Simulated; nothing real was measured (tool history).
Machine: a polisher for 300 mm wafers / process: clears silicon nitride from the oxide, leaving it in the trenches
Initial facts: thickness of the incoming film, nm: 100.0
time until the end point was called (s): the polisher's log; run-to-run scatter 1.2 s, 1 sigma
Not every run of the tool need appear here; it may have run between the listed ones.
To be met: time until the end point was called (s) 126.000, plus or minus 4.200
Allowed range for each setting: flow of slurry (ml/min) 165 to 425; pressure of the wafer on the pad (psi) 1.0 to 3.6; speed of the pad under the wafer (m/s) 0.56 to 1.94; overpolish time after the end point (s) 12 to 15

| run | hour | flow of slurry (ml/min) | pressure of the wafer on the pad (psi) | speed of the pad under the wafer (m/s) | overpolish time after the end point (s) | time until the end point was called (s) |
|---|---|---|---|---|---|---|
| 1 | 0.0 | 275 | 2.3 | 1.24 | 15 | 98.955 |
| 2 | 5.0 | 275 | 2.3 | 1.48 | 15 | 86.580 |
| 3 | 11.3 | 275 | 2.2 | 1.48 | 15 | 89.842 |
| 4 | 20.3 | 275 | 2.2 | 1.48 | 15 | 90.930 |
| 5 | 28.0 | 275 | 2.1 | 1.48 | 15 | 92.390 |
| 6 | 31.3 | 275 | 2.1 | 1.78 | 15 | 80.150 |
| 7 | 40.2 | 275 | 2.0 | 1.78 | 15 | 83.657 |
| 8 | 45.9 | 275 | 1.9 | 1.78 | 15 | 89.468 |
| 9 | 50.2 | 275 | 1.8 | 1.78 | 15 | 94.191 |
| 10 | 58.3 | 275 | 1.7 | 1.78 | 15 | 99.601 |
| 11 | 64.2 | 275 | 1.6 | 1.78 | 15 | 105.330 |
| 12 | 67.5 | 275 | 1.4 | 1.78 | 15 | 117.590 |

Of the 5 settings listed for the next run, only one would bring every result within its allowed miss of target. Which one?
| A | 70.8 | 330 | 1.4 | 1.76 | 12 | ? |
| B | 70.8 | 405 | 1.9 | 1.24 | 12 | ? |
| C | 70.8 | 280 | 1.5 | 1.52 | 12 | ? |
| D | 70.8 | 240 | 1.5 | 1.70 | 15 | ? |
| E | 70.8 | 320 | 1.2 | 1.72 | 13 | ? |

| move | time until the end point was called (s) |
|---|---|
| A | 117.920 |
| B | 115.950 |
| C | 125.960 |
| D | 115.810 |
| E | 139.390 |
A: neither nearer nor further off than the last run
B: misses by more than the last run did
C: all results land within tolerance of their targets
D: misses by more than the last run did
E: the result that was furthest off in the last run now lies on the other side of its target
The right move is C.

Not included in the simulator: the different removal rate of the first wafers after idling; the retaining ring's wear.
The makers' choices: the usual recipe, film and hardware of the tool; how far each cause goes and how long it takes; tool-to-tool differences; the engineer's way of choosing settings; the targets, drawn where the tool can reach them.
